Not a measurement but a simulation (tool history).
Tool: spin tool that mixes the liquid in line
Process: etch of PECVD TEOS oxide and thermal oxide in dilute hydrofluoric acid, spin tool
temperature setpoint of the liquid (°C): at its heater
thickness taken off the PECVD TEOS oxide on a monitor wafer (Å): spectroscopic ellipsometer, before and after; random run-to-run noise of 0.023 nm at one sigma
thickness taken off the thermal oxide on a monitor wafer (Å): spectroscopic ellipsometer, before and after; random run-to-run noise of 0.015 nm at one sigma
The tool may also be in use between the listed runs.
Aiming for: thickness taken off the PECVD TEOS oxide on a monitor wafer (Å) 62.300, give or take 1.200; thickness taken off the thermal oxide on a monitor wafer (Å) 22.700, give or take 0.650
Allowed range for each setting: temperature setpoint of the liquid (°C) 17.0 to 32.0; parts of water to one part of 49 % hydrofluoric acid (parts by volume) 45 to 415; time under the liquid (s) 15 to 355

run,day,temperature setpoint of the liquid (°C),parts of water to one part of 49 % hydrofluoric acid (parts by volume),time under the liquid (s),thickness taken off the PECVD TEOS oxide on a monitor wafer (Å),thickness taken off the thermal oxide on a monitor wafer (Å)
1,0.000,24.0,230,180,81.309,29.617
2,0.333,24.0,170,180,117.180,42.641
3,0.412,24.0,210,180,90.447,33.185
4,0.462,24.0,145,180,140.990,51.458
5,0.533,24.0,110,180,192.910,70.269
# day 0.896: thermometer replaced
6,0.896,22.0,145,180,141.180,51.647
7,1.267,21.0,180,180,105.810,38.524
8,1.425,21.0,180,180,103.930,38.216
9,1.529,20.0,200,180,89.042,32.468
10,1.771,19.0,215,180,78.294,28.781
11,1.842,18.5,225,180,72.967,26.510
12,1.871,18.0,230,180,69.719,25.445
13,2.004,17.5,235,180,66.646,24.198

Of the 4 settings listed for the next run, only one would bring every result within its allowed miss of target. Which one?
A,2.138,17.5,280,200,?,?
B,2.138,18.0,280,205,?,?
C,2.138,20.5,245,150,?,?
D,2.138,18.5,230,150,?,?

move,thickness taken off the PECVD TEOS oxide on a monitor wafer (Å),thickness taken off the thermal oxide on a monitor wafer (Å)
A,59.764,22.032
B,62.431,23.015
C,59.203,21.826
D,59.273,21.851
A: moves the result that the last run missed by most past its target, out the other side
B: all results in spec
C: moves the result that the last run missed by most past its target, out the other side
D: moves the result that the last run missed by most past its target, out the other side
The move that meets every target is B.
